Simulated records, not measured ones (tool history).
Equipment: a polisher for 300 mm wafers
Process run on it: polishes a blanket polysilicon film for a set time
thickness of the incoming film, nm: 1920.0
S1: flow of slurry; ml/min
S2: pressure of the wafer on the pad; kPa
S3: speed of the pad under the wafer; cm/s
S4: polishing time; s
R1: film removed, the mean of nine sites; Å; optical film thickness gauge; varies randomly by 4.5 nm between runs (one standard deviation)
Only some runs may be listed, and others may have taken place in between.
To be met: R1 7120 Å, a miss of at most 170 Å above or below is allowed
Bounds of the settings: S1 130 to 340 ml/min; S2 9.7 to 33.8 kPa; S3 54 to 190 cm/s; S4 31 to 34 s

run 1 hour=0 | S1=220 S2=21.4 S3=122 S4=34 | R1=4146.5
run 2 hour=4 | S1=220 S2=21.4 S3=122 S4=31 | R1=3735.8
run 3 hour=10.9 | S1=225 S2=23.4 S3=124 S4=31 | R1=4069.6
run 4 hour=19.3 | S1=225 S2=25.5 S3=130 S4=31 | R1=4535.7
run 5 hour=20.9 | S1=225 S2=22.1 S3=130 S4=31 | R1=4163
run 6 hour=24.7 | S1=190 S2=22.1 S3=130 S4=31 | R1=4041.9
run 7 hour=30.7 | S1=190 S2=22.1 S3=130 S4=31 | R1=4091.4
run 8 hour=35.1 | S1=230 S2=28.3 S3=132 S4=31 | R1=4912.5
run 9 hour=37.1 | S1=230 S2=29.6 S3=138 S4=31 | R1=5272.5
run 10 hour=45.6 | S1=230 S2=30.3 S3=144 S4=31 | R1=5598.6
run 11 hour=53.6 | S1=260 S2=33.8 S3=156 S4=31 | R1=6537.8
run 12 hour=58.4 | S1=260 S2=33.8 S3=158 S4=31 | R1=6678
run 13 hour=62.3 | S1=260 S2=33.8 S3=160 S4=31 | R1=6772.7
run 14 hour=70.5 | S1=260 S2=33.8 S3=160 S4=31 | R1=6793.1
run 15 hour=77.9 | S1=260 S2=33.8 S3=162 S4=31 | R1=6812.6
-- hour=84.1 worn pad replaced by a new one
run 16 hour=84.1 | S1=260 S2=33.8 S3=164 S4=31 | R1=7611.9
run 17 hour=86.1 | S1=270 S2=33.1 S3=164 S4=31 | R1=7638.1
run 18 hour=88.5 | S1=265 S2=33.1 S3=164 S4=31 | R1=7562.8
run 19 hour=95 | S1=260 S2=33.1 S3=164 S4=31 | R1=7579.6

Of the 4 settings listed for the next run, only one would bring every result within its allowed miss of target. Which one?
run A hour=101.5 | S1=295 S2=33.1 S3=158 S4=34 | R1=?
run B hour=101.5 | S1=295 S2=33.8 S3=162 S4=34 | R1=?
run C hour=101.5 | S1=240 S2=33.1 S3=148 S4=31 | R1=?
run D hour=101.5 | S1=260 S2=31.7 S3=150 S4=33 | R1=?

move=A R1=8142.5
move=B R1=8465.3
move=C R1=6838.1
move=D R1=7214
A: misses by more than the last run did
B: misses by more than the last run did
C: moves the result that the last run missed by most past its target, out the other side
D: every result within its allowed miss
Go with D: it meets all targets.
